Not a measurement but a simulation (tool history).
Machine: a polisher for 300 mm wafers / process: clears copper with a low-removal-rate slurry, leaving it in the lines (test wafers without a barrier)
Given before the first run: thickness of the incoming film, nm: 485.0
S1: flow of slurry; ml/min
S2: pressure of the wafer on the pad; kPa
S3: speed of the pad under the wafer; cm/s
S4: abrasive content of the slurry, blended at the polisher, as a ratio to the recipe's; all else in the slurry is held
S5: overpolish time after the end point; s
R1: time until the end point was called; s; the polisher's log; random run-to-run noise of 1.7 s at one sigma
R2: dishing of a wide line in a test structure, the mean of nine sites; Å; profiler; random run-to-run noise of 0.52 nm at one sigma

run,hour,S1,S2,S3,S4,S5,R1,R2
1,0,140,29,92,1,28,104.21,317.51
2,3.3,115,29,92,1,28,106.47,317.69
3,4.8,130,27.6,94,1,24,110.46,296.38
4,10.1,135,26.9,98,1,21,108.97,286.86
5,17.8,135,33.8,98,1,21,85.993,311.05
6,23.5,140,31.7,100,1,19,90.707,294.56
7,25.2,145,30.3,102,1,17,91.858,293

The next listed run, before its measurement:
8,27.9,105,26.9,98,1.1,8,?,?

R1: 109.81 s
R2: 173.3 Å
